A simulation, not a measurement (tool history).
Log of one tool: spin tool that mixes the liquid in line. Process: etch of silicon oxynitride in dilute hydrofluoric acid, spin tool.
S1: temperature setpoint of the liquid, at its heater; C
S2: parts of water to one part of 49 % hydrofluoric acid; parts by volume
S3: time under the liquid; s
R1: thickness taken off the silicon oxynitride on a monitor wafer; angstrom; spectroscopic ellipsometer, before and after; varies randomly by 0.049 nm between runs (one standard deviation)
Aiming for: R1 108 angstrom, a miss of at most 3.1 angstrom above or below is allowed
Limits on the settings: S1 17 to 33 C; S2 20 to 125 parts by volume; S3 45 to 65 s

run 1 day=0 | S1=25 S2=70 S3=65 | R1=47.397
run 2 day=0.288 | S1=23 S2=70 S3=65 | R1=43.216
run 3 day=0.438 | S1=23 S2=70 S3=65 | R1=43.521
run 4 day=0.517 | S1=23 S2=80 S3=65 | R1=37.728
run 5 day=0.829 | S1=25 S2=70 S3=65 | R1=47.435
run 6 day=1.083 | S1=25 S2=70 S3=65 | R1=47.779
run 7 day=1.267 | S1=26.5 S2=65 S3=65 | R1=55.796
run 8 day=1.562 | S1=27.5 S2=60 S3=65 | R1=63.289
run 9 day=1.717 | S1=28.5 S2=55 S3=65 | R1=72.823
run 10 day=2.05 | S1=29.5 S2=55 S3=65 | R1=76.037
run 11 day=2.179 | S1=30 S2=55 S3=65 | R1=77.721
run 12 day=2.421 | S1=30.5 S2=55 S3=65 | R1=79.884
run 13 day=2.708 | S1=30.5 S2=55 S3=65 | R1=80.199

Which single option among these 4 for the next run brings every result within its allowed miss of target? Just one does.
run A day=2.996 | S1=31.5 S2=40 S3=65 | R1=?
run B day=2.996 | S1=32.5 S2=40 S3=60 | R1=?
run C day=2.996 | S1=30 S2=40 S3=65 | R1=?
run D day=2.996 | S1=31 S2=40 S3=65 | R1=?

move=A R1=116.62
move=B R1=112.74
move=C R1=108.73
move=D R1=113.94
A: takes the result that was furthest off past its target
B: takes the result that was furthest off past its target
C: every result lands within tolerance
D: takes the result that was furthest off past its target
Go with C: it meets all targets.
